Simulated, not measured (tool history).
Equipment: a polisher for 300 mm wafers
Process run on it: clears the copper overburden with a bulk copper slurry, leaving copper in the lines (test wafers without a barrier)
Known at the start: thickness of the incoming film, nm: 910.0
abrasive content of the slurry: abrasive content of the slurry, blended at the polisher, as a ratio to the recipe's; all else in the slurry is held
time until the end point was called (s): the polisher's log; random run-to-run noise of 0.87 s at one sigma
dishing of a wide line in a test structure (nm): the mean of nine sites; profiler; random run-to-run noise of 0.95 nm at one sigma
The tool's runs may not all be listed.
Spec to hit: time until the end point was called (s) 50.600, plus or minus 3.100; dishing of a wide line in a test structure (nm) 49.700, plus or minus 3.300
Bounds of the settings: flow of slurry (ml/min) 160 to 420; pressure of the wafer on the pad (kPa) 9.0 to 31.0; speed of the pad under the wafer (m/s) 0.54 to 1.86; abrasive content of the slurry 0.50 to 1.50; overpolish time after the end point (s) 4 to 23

run,day,flow of slurry (ml/min),pressure of the wafer on the pad (kPa),speed of the pad under the wafer (m/s),abrasive content of the slurry,overpolish time after the end point (s),time until the end point was called (s),dishing of a wide line in a test structure (nm)
1,0.000,270,20.0,1.18,1.00,12,64.408,84.226
2,0.229,280,17.9,1.30,1.10,11,64.263,78.741
3,0.321,280,17.9,1.30,1.20,11,64.789,79.580
4,0.538,280,17.9,1.30,1.20,8,64.805,66.380
5,0.904,280,17.2,1.40,1.15,7,63.674,62.008
6,1.242,285,17.2,1.48,1.05,6,61.356,57.169
7,1.525,285,17.2,1.52,1.00,6,60.074,57.960
8,1.583,290,17.2,1.58,0.95,6,58.313,59.942
9,1.621,265,17.2,1.64,0.95,6,57.235,57.608

Of the 4 settings listed for the next run, only one would bring every result within its allowed miss of target. Which one?
A,1.658,300,17.9,1.70,0.85,9,?,?
B,1.658,285,19.3,1.86,1.00,6,?,?
C,1.658,250,18.6,1.78,0.95,4,?,?
D,1.658,200,13.8,1.58,1.05,9,?,?

move,time until the end point was called (s),dishing of a wide line in a test structure (nm)
A,54.189,78.729
B,47.014,68.277
C,50.803,49.096
D,67.472,68.459
A: lands further from the targets than the last run did
B: lands further from the targets than the last run did
C: every result within its allowed miss
D: lands further from the targets than the last run did
C is the move that brings every result within its allowed miss.
